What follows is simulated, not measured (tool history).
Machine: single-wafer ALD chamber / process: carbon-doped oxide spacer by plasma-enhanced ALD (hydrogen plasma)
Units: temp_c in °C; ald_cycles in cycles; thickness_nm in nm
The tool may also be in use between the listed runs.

run 1 hour=0.0 | temp_c=405 ald_cycles=380 | thickness_nm=19.845
run 2 hour=3.3 | temp_c=406 ald_cycles=367 | thickness_nm=19.151
run 3 hour=4.4 | temp_c=396 ald_cycles=367 | thickness_nm=19.203
run 4 hour=11.6 | temp_c=388 ald_cycles=367 | thickness_nm=19.260
run 5 hour=16.6 | temp_c=395 ald_cycles=367 | thickness_nm=19.439
run 6 hour=24.3 | temp_c=395 ald_cycles=353 | thickness_nm=18.683
run 7 hour=25.7 | temp_c=395 ald_cycles=341 | thickness_nm=18.038
run 8 hour=33.4 | temp_c=395 ald_cycles=332 | thickness_nm=17.457
run 9 hour=38.9 | temp_c=395 ald_cycles=325 | thickness_nm=17.200
run 10 hour=43.9 | temp_c=395 ald_cycles=319 | thickness_nm=16.812
run 11 hour=46.3 | temp_c=395 ald_cycles=314 | thickness_nm=16.359
run 12 hour=54.8 | temp_c=395 ald_cycles=311 | thickness_nm=16.380

Run 13 is up next; what results do you expect?
run 13 hour=58.7 | temp_c=395 ald_cycles=308 | thickness_nm=?

thickness_nm: 16.242 nm
